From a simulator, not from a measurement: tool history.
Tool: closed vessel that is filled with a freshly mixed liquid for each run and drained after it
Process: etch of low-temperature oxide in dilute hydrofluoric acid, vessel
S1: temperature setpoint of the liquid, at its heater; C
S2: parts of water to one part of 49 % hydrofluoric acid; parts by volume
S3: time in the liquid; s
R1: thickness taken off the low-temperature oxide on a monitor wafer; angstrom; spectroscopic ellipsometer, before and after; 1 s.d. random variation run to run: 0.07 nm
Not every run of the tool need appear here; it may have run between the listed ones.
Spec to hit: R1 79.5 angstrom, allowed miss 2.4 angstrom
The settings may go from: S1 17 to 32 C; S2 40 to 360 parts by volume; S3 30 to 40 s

run,hour,S1,S2,S3,R1
1,0,24,200,40,50.121
2,3.1,25.5,195,40,54.58
3,5.1,22,195,40,48.343
4,8.2,19.5,195,40,43.553
5,15.9,21.5,190,40,48.804
6,20.8,19,190,40,44.16
7,23.3,21,185,40,49.4
8,26.6,23,180,40,54.898
9,31.8,24.5,180,40,57.733
10,39.8,26,180,40,61.674
11,41.3,27,180,40,63.554
12,49.2,31,165,40,83.073

Exercise: of the 4 proposed moves below, exactly one satisfies all targets within the stated allowed misses. Which move is it?
A,57.1,27.5,160,40,?
B,57.1,31.5,180,40,?
C,57.1,29,160,40,?
D,57.1,32,165,40,?

move,R1
A,76.098
B,76.041
C,80.359
D,86.091
A: takes the biggest miss from the last run beyond its target
B: takes the biggest miss from the last run beyond its target
C: meets every target
D: misses by more than the last run did
Correct choice: C, which meets every target
